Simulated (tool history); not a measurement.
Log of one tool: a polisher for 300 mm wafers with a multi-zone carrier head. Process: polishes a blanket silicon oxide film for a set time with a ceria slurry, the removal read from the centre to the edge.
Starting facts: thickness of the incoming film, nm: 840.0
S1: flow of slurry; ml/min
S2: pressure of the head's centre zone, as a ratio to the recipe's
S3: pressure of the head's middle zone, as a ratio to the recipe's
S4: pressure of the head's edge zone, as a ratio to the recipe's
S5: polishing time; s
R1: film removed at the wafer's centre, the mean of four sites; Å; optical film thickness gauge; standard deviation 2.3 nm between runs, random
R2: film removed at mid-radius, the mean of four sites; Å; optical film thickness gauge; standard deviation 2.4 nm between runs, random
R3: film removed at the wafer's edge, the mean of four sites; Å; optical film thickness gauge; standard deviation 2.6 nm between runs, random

{"run": 1, "hour": 0.0, "S1": 150, "S2": 1, "S3": 1, "S4": 1, "S5": 38, "R1": 3105.1, "R2": 3081.7, "R3": 3252.1}
{"run": 2, "hour": 7.5, "S1": 150, "S2": 1, "S3": 1.06, "S4": 1, "S5": 38, "R1": 3122.3, "R2": 3259, "R3": 3286.1}
{"run": 3, "hour": 15.6, "S1": 150, "S2": 1.03, "S3": 1.06, "S4": 1, "S5": 38, "R1": 3246.7, "R2": 3273.8, "R3": 3265.8}
{"run": 4, "hour": 18.7, "S1": 115, "S2": 1.03, "S3": 1.06, "S4": 1, "S5": 38, "R1": 3050.8, "R2": 3082.2, "R3": 3159.1}
{"run": 5, "hour": 22.6, "S1": 110, "S2": 1.01, "S3": 1.02, "S4": 0.99, "S5": 37, "R1": 2888.2, "R2": 2896.2, "R3": 3038.9}
{"run": 6, "hour": 26.0, "S1": 110, "S2": 1.01, "S3": 1.02, "S4": 0.99, "S5": 31, "R1": 2406, "R2": 2375.7, "R3": 2533.2}
{"run": 7, "hour": 26.9, "S1": 110, "S2": 1.01, "S3": 1.01, "S4": 1.01, "S5": 31, "R1": 2367.5, "R2": 2406.3, "R3": 2551.7}

What does the tool deliver on the next run?
{"run": 8, "hour": 33.3, "S1": 110, "S2": 1.01, "S3": 0.98, "S4": 1.03, "S5": 31, "R1": "?", "R2": "?", "R3": "?"}

R1: 2393.1 Å
R2: 2291.6 Å
R3: 2558.7 Å
